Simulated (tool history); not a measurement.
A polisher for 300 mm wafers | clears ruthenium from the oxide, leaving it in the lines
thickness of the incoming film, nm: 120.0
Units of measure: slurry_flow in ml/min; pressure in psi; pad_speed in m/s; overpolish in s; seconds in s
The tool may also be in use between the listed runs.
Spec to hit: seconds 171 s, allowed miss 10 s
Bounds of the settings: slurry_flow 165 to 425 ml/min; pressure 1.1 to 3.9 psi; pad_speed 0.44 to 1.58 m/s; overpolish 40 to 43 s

{"run": 1, "day": 0.0, "slurry_flow": 275, "pressure": 2.5, "pad_speed": 1, "overpolish": 40, "seconds": 87.463}
{"run": 2, "day": 0.05, "slurry_flow": 310, "pressure": 2.5, "pad_speed": 1, "overpolish": 40, "seconds": 87.703}
{"run": 3, "day": 0.108, "slurry_flow": 310, "pressure": 2.2, "pad_speed": 0.96, "overpolish": 40, "seconds": 103.2}
{"run": 4, "day": 0.462, "slurry_flow": 310, "pressure": 2, "pad_speed": 0.94, "overpolish": 40, "seconds": 113.3}
{"run": 5, "day": 0.608, "slurry_flow": 310, "pressure": 1.8, "pad_speed": 0.92, "overpolish": 40, "seconds": 129.27}
{"run": 6, "day": 0.958, "slurry_flow": 310, "pressure": 1.7, "pad_speed": 0.92, "overpolish": 40, "seconds": 137.61}
{"run": 7, "day": 1.021, "slurry_flow": 310, "pressure": 1.6, "pad_speed": 0.92, "overpolish": 40, "seconds": 145.61}
{"run": 8, "day": 1.296, "slurry_flow": 310, "pressure": 1.5, "pad_speed": 0.92, "overpolish": 40, "seconds": 156.07}

Which single option among these 5 for the next run brings every result within its allowed miss of target? Just one does.
{"run": "A", "day": 1.571, "slurry_flow": 360, "pressure": 1.6, "pad_speed": 0.98, "overpolish": 40, "seconds": "?"}
{"run": "B", "day": 1.571, "slurry_flow": 245, "pressure": 1.8, "pad_speed": 0.8, "overpolish": 43, "seconds": "?"}
{"run": "C", "day": 1.571, "slurry_flow": 320, "pressure": 1.3, "pad_speed": 0.92, "overpolish": 43, "seconds": "?"}
{"run": "D", "day": 1.571, "slurry_flow": 315, "pressure": 1.8, "pad_speed": 0.76, "overpolish": 43, "seconds": "?"}
{"run": "E", "day": 1.571, "slurry_flow": 320, "pressure": 1.4, "pad_speed": 1.04, "overpolish": 42, "seconds": "?"}

move=A seconds=132
move=B seconds=149.01
move=C seconds=172.59
move=D seconds=152.45
move=E seconds=142.88
A: its largest miss is bigger than the last run's
B: its largest miss is bigger than the last run's
C: in spec on every target
D: its largest miss is bigger than the last run's
E: its largest miss is bigger than the last run's
C is the move that brings every result within its allowed miss.

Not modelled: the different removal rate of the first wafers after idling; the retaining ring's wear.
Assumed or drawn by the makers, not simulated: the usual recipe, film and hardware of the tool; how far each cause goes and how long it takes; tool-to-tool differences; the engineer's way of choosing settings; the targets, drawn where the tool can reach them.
